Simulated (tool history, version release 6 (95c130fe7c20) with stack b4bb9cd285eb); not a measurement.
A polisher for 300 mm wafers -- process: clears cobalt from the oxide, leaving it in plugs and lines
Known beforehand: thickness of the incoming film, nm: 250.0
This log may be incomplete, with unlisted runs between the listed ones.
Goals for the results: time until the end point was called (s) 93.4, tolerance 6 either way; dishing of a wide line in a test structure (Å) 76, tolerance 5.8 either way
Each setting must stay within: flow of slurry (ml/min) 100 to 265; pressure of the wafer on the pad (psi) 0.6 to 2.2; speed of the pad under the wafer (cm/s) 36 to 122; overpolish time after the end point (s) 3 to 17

| run | hour | flow of slurry (ml/min) | pressure of the wafer on the pad (psi) | speed of the pad under the wafer (cm/s) | overpolish time after the end point (s) | time until the end point was called (s) | dishing of a wide line in a test structure (Å) |
|---|---|---|---|---|---|---|---|
| 1 | 0 | 170 | 1.4 | 78 | 9 | 105.02 | 191.09 |
| 2 | 4.4 | 170 | 1.1 | 78 | 9 | 136.64 | 153.15 |
| 3 | 5.6 | 170 | 1.2 | 78 | 7 | 118.83 | 133.36 |
| 4 | 9.6 | 170 | 1.2 | 78 | 9 | 119.42 | 163.7 |
| 5 | 16.5 | 170 | 1.2 | 64 | 9 | 142.96 | 137.14 |
| 6 | 24.8 | 185 | 1.4 | 54 | 7 | 152.12 | 107.26 |
| 7 | 32.9 | 155 | 1.6 | 52 | 6 | 138.77 | 100.98 |
| 8 | 41.4 | 135 | 1.8 | 50 | 5 | 135.62 | 89.909 |

Exactly one of the 5 candidate moves below puts every result within its allowed miss. Which one?
| A | 49.9 | 170 | 2.1 | 58 | 3 | ? | ? |
| B | 49.9 | 150 | 2 | 52 | 3 | ? | ? |
| C | 49.9 | 100 | 2 | 58 | 3 | ? | ? |
| D | 49.9 | 100 | 1.8 | 62 | 3 | ? | ? |
| E | 49.9 | 105 | 1.3 | 48 | 9 | ? | ? |

| move | time until the end point was called (s) | dishing of a wide line in a test structure (Å) |
|---|---|---|
| A | 94.709 | 76.667 |
| B | 112.18 | 65.327 |
| C | 107.73 | 67.879 |
| D | 112 | 65.42 |
| E | 194.72 | 109.15 |
A: all results land within tolerance of their targets
B: gains on the last run, yet a result remains outside its allowed miss
C: gains on the last run, yet a result remains outside its allowed miss
D: gains on the last run, yet a result remains outside its allowed miss
E: further off than the last run
A is the move that brings every result within its allowed miss.
